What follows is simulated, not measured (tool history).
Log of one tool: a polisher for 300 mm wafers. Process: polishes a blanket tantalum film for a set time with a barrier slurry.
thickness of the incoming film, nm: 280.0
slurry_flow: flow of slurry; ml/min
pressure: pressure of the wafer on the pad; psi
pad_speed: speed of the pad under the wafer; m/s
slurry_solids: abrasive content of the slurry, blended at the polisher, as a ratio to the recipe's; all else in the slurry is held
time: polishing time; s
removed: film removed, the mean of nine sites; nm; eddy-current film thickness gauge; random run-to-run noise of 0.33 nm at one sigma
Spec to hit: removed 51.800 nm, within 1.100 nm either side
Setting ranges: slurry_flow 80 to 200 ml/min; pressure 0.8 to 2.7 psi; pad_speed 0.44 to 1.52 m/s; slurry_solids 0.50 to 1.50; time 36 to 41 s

{"run": 1, "hour": 0.0, "slurry_flow": 130, "pressure": 1.7, "pad_speed": 0.98, "slurry_solids": 1.0, "time": 41, "removed": 60.467}
{"run": 2, "hour": 5.7, "slurry_flow": 120, "pressure": 1.7, "pad_speed": 0.98, "slurry_solids": 1.0, "time": 41, "removed": 59.38}
{"run": 3, "hour": 6.3, "slurry_flow": 120, "pressure": 1.7, "pad_speed": 1.1, "slurry_solids": 1.0, "time": 41, "removed": 66.509}
{"run": 4, "hour": 12.5, "slurry_flow": 120, "pressure": 1.7, "pad_speed": 1.1, "slurry_solids": 1.2, "time": 41, "removed": 70.021}
{"run": 5, "hour": 20.9, "slurry_flow": 115, "pressure": 1.6, "pad_speed": 1.1, "slurry_solids": 1.2, "time": 41, "removed": 65.763}
{"run": 6, "hour": 28.6, "slurry_flow": 110, "pressure": 1.5, "pad_speed": 1.1, "slurry_solids": 1.2, "time": 41, "removed": 60.2}
{"run": 7, "hour": 29.3, "slurry_flow": 105, "pressure": 1.5, "pad_speed": 1.1, "slurry_solids": 1.2, "time": 41, "removed": 60.271}
{"run": 8, "hour": 37.6, "slurry_flow": 100, "pressure": 1.5, "pad_speed": 1.1, "slurry_solids": 1.2, "time": 41, "removed": 59.432}
{"run": 9, "hour": 42.7, "slurry_flow": 95, "pressure": 1.5, "pad_speed": 1.1, "slurry_solids": 1.2, "time": 41, "removed": 58.382}
{"run": 10, "hour": 47.4, "slurry_flow": 95, "pressure": 1.5, "pad_speed": 1.1, "slurry_solids": 1.2, "time": 41, "removed": 58.707}
{"run": 11, "hour": 48.1, "slurry_flow": 90, "pressure": 1.5, "pad_speed": 1.1, "slurry_solids": 1.2, "time": 41, "removed": 57.678}
{"run": 12, "hour": 53.2, "slurry_flow": 85, "pressure": 1.4, "pad_speed": 1.1, "slurry_solids": 1.2, "time": 41, "removed": 52.931}

Next run, 4 choices. One meets every target within its allowed miss, the rest don't. Which?
{"run": "A", "hour": 58.3, "slurry_flow": 100, "pressure": 1.4, "pad_speed": 1.06, "slurry_solids": 1.25, "time": 41, "removed": "?"}
{"run": "B", "hour": 58.3, "slurry_flow": 100, "pressure": 1.4, "pad_speed": 0.98, "slurry_solids": 1.3, "time": 41, "removed": "?"}
{"run": "C", "hour": 58.3, "slurry_flow": 80, "pressure": 1.8, "pad_speed": 1.1, "slurry_solids": 0.95, "time": 36, "removed": "?"}
{"run": "D", "hour": 58.3, "slurry_flow": 80, "pressure": 1.7, "pad_speed": 1.1, "slurry_solids": 1.15, "time": 36, "removed": "?"}

move=A removed=54.784
move=B removed=51.835
move=C removed=55.210
move=D removed=55.298
A: the biggest miss grows against the last run
B: every result within its allowed miss
C: the biggest miss grows against the last run
D: the biggest miss grows against the last run
So the answer is move B, the one that meets all the targets.

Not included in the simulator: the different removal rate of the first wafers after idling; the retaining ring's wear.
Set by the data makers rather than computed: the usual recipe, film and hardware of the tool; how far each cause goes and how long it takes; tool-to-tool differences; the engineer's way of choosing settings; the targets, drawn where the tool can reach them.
